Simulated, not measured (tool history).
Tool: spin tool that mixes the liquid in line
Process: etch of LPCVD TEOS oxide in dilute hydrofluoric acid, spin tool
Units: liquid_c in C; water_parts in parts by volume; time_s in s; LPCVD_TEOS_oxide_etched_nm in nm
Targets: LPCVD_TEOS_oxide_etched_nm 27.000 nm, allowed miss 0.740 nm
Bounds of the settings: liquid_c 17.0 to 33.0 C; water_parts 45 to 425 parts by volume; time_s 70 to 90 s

run,hour,liquid_c,water_parts,time_s,LPCVD_TEOS_oxide_etched_nm
1,0.0,25.0,235,90,17.746
2,5.2,26.0,230,90,18.990
3,13.8,26.0,265,90,15.806
4,22.8,27.0,260,90,16.969
5,31.6,27.5,255,90,17.640
6,36.1,28.0,250,90,18.209
7,40.7,28.5,245,90,18.898
8,48.5,32.5,195,90,29.333
9,49.5,32.5,195,90,29.174
10,56.8,31.5,195,90,28.212
11,58.9,31.5,195,90,28.228

5 next moves are on the table. One of them brings every result within its allowed miss. Which?
A,61.0,29.5,180,90,?
B,61.0,33.0,195,90,?
C,61.0,33.0,200,90,?
D,61.0,29.5,175,80,?
E,61.0,32.0,190,90,?

move,LPCVD_TEOS_oxide_etched_nm
A,29.003
B,29.550
C,28.611
D,26.692
E,29.534
A: further off than the last run
B: further off than the last run
C: further off than the last run
D: meets every target
E: further off than the last run
Move D is the one to make.
